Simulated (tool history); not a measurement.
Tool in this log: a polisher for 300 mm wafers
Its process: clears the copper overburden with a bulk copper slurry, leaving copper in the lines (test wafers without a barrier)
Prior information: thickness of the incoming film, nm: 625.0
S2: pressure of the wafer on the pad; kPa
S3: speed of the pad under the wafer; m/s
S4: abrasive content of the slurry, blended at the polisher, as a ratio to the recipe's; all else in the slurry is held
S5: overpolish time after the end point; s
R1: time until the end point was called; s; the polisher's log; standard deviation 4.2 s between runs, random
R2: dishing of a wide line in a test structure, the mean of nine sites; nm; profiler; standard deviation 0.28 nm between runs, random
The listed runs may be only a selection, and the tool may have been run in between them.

{"run": 1, "hour": 0.0, "flow of slurry (ml/min)": 230, "S2": 11.7, "S3": 1.12, "S4": 1.0, "S5": 18, "R1": 120.33, "R2": 30.321}
{"run": 2, "hour": 8.4, "flow of slurry (ml/min)": 230, "S2": 10.3, "S3": 1.04, "S4": 1.0, "S5": 15, "R1": 142.57, "R2": 27.557}
{"run": 3, "hour": 12.1, "flow of slurry (ml/min)": 230, "S2": 9.0, "S3": 0.96, "S4": 1.0, "S5": 12, "R1": 180.75, "R2": 21.951}
{"run": 4, "hour": 16.2, "flow of slurry (ml/min)": 230, "S2": 9.0, "S3": 1.08, "S4": 1.0, "S5": 12, "R1": 160.41, "R2": 23.478}
{"run": 5, "hour": 21.4, "flow of slurry (ml/min)": 230, "S2": 9.0, "S3": 1.26, "S4": 1.0, "S5": 12, "R1": 134.52, "R2": 24.456}
{"run": 6, "hour": 24.6, "flow of slurry (ml/min)": 230, "S2": 8.3, "S3": 1.16, "S4": 1.0, "S5": 11, "R1": 160.28, "R2": 22.196}
{"run": 7, "hour": 27.8, "flow of slurry (ml/min)": 225, "S2": 5.5, "S3": 0.84, "S4": 0.95, "S5": 10, "R1": 318.09, "R2": 12.892}
{"run": 8, "hour": 33.5, "flow of slurry (ml/min)": 220, "S2": 6.9, "S3": 0.84, "S4": 0.95, "S5": 19, "R1": 260.21, "R2": 22.403}
{"run": 9, "hour": 37.0, "flow of slurry (ml/min)": 220, "S2": 6.9, "S3": 0.84, "S4": 0.95, "S5": 18, "R1": 262.62, "R2": 21.373}
{"run": 10, "hour": 41.6, "flow of slurry (ml/min)": 220, "S2": 6.9, "S3": 0.84, "S4": 0.95, "S5": 17, "R1": 269.57, "R2": 20.953}
{"run": 11, "hour": 42.9, "flow of slurry (ml/min)": 225, "S2": 6.9, "S3": 0.84, "S4": 0.95, "S5": 16, "R1": 261.93, "R2": 20.091}

What will run 12 give?
{"run": 12, "hour": 47.2, "flow of slurry (ml/min)": 235, "S2": 5.5, "S3": 0.84, "S4": 0.95, "S5": 9, "R1": "?", "R2": "?"}

R1: 314.33 s
R2: 11.716 nm
